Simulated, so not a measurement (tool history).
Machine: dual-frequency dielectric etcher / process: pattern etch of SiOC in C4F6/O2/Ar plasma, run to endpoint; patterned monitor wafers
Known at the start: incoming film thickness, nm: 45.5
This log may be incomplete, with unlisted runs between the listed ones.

| run | hour | bias power (W) | source power (W) | endpoint time (s) |
|---|---|---|---|---|
| 1 | 0 | 381 | 440 | 16.439 |
| 2 | 1.6 | 381 | 410 | 17.085 |
| 3 | 7.4 | 381 | 450 | 16.193 |
| 4 | 11.3 | 440 | 450 | 15.435 |
| 5 | 19.8 | 470 | 450 | 15.104 |
| 6 | 21.1 | 533 | 450 | 14.515 |

Forecast run 7:
| 7 | 28.4 | 533 | 470 | ? |

Run 7 measured endpoint time (s) 14.267.
